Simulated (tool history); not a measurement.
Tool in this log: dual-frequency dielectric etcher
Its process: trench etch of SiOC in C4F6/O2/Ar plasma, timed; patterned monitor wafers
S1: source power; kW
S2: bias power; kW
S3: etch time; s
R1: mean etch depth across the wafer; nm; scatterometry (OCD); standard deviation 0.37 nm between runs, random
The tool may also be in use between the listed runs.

{"run": 1, "hour": 0.0, "S1": 0.41, "S2": 0.235, "S3": 24, "R1": 62.849}
{"run": 2, "hour": 7.3, "S1": 0.39, "S2": 0.23, "S3": 24, "R1": 60.758}
{"run": 3, "hour": 9.3, "S1": 0.44, "S2": 0.23, "S3": 24, "R1": 63.635}
{"run": 4, "hour": 17.5, "S1": 0.41, "S2": 0.224, "S3": 24, "R1": 61.262}
{"run": 5, "hour": 18.7, "S1": 0.39, "S2": 0.22, "S3": 24, "R1": 60.168}
{"run": 6, "hour": 25.4, "S1": 0.39, "S2": 0.24, "S3": 24, "R1": 61.685}
{"run": 7, "hour": 29.3, "S1": 0.37, "S2": 0.236, "S3": 24, "R1": 60.453}

Run 8, settings as shown, results not yet in. Your forecast:
{"run": 8, "hour": 34.8, "S1": 0.35, "S2": 0.232, "S3": 24, "R1": "?"}

Run 8 yielded R1 58.761 nm.
